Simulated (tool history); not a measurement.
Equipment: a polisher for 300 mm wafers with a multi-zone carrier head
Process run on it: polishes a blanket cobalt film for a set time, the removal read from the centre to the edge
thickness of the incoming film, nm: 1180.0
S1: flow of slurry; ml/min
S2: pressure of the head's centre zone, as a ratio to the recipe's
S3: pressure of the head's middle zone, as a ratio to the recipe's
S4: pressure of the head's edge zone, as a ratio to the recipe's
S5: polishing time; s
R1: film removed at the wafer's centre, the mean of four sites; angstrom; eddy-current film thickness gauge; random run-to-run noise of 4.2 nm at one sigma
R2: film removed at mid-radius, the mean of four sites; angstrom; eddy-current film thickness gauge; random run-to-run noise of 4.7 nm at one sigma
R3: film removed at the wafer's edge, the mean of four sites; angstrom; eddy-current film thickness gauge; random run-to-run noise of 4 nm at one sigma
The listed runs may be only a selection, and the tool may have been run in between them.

run,hour,S1,S2,S3,S4,S5,R1,R2,R3
1,0.0,175,1.00,1.00,1.00,65,2203.9,2329.6,2389.8
2,4.5,175,1.00,1.08,1.00,65,2190.5,2401.9,2375.9
3,10.3,180,1.01,1.09,1.02,69,2369.9,2652.2,2574.8
4,16.7,200,1.01,1.09,1.02,69,2380.8,2695.0,2601.4
5,22.1,200,1.01,1.09,0.95,69,2387.9,2649.7,2414.6
6,26.6,185,1.01,1.09,0.95,69,2393.9,2693.9,2496.7

Run 7 comes next. What will it give?
7,29.3,180,1.02,1.09,0.97,72,?,?,?

Run 7 measured R1 2486.4 angstrom, R2 2765.4 angstrom, R3 2591.9 angstrom.
